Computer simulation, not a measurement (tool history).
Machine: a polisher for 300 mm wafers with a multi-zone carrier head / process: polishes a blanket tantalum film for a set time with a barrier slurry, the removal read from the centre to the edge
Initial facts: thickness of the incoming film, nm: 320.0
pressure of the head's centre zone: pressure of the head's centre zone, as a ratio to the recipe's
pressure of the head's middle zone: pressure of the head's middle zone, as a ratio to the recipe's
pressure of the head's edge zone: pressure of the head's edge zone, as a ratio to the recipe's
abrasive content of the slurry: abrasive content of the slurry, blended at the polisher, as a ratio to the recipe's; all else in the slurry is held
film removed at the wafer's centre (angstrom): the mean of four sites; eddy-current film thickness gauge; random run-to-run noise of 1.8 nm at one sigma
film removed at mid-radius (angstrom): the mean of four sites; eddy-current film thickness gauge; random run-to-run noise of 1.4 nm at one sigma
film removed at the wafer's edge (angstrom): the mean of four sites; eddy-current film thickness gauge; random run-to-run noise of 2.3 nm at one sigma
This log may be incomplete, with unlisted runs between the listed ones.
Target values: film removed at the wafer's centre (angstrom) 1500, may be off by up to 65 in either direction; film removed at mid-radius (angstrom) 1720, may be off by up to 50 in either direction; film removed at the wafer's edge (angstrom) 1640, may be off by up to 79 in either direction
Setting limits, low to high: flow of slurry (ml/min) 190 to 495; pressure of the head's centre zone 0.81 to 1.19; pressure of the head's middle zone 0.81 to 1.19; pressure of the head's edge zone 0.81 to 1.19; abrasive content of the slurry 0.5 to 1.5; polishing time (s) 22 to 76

run	hour	flow of slurry (ml/min)	pressure of the head's centre zone	pressure of the head's middle zone	pressure of the head's edge zone	abrasive content of the slurry	polishing time (s)	film removed at the wafer's centre (angstrom)	film removed at mid-radius (angstrom)	film removed at the wafer's edge (angstrom)
1	0	320	1	1	1	1	49	1174.4	1114.9	1148.5
2	1.2	320	0.99	1.02	1.02	1.05	50	1185	1188.8	1207.1
3	5.8	320	1	1.04	1.04	1.1	51	1264.5	1259.8	1243.7
4	10.1	320	0.92	1.04	1.04	1.1	51	1134.1	1244.7	1254.6
5	12.6	320	0.92	1.05	1.05	1.15	52	1156.6	1304.2	1285.8
6	13.2	320	0.92	1.05	1.13	1.15	52	1179.5	1297.7	1375.8
7	21.5	320	0.93	1.06	1.14	1.2	53	1249	1367.7	1401.1
8	24.4	320	0.93	1.07	1.15	1.25	54	1286.6	1413.8	1429.8
9	27.9	320	0.93	1.07	1.15	1.3	55	1307.7	1458	1476
10	33.2	320	0.93	1.08	1.15	1.35	56	1324.4	1491	1532.5
11	37.4	325	0.94	1.09	1.15	1.35	56	1373.9	1524.4	1540.4
12	38.6	330	0.94	1.1	1.16	1.35	56	1382.2	1535.3	1552.8
13	43	335	0.94	1.11	1.16	1.35	56	1366.9	1538	1523.3
14	46.2	335	0.94	1.12	1.16	1.35	56	1382.2	1561.1	1533
15	52.2	335	0.94	1.13	1.16	1.35	56	1383.4	1553.9	1547.4
16	54.2	335	0.94	1.14	1.16	1.35	56	1380	1554.3	1547.6
17	61.2	340	0.94	1.15	1.16	1.35	56	1385.4	1563.1	1533.6
18	64.4	340	0.94	1.15	1.16	1.35	56	1373.8	1567.2	1538.7
19	70.7	340	0.94	1.16	1.16	1.35	56	1391.8	1591	1519.3
20	78.4	345	0.95	1.17	1.17	1.45	57	1462.1	1681.2	1591.7

Pick the move, out of 4, that brings all results within their allowed miss; only one does.
A	86.1	425	1	1.19	0.97	1.5	56	?	?	?
B	86.1	380	0.96	1.19	1.16	1.45	58	?	?	?
C	86.1	310	0.98	1.17	1.1	1.5	55	?	?	?
D	86.1	305	0.87	1.19	1.03	1.35	62	?	?	?

move	film removed at the wafer's centre (angstrom)	film removed at mid-radius (angstrom)	film removed at the wafer's edge (angstrom)
A	1533.2	1691.3	1452.8
B	1498.8	1723.9	1621.4
C	1438	1603.3	1491
D	1397.3	1779.1	1581.2
A: puts the biggest miss on target and leaves a different result outside tolerance
B: every result lands within tolerance
C: its largest miss is bigger than the last run's
D: carries the result that was furthest off beyond its target, to the other side
Correct choice: B, which meets every target
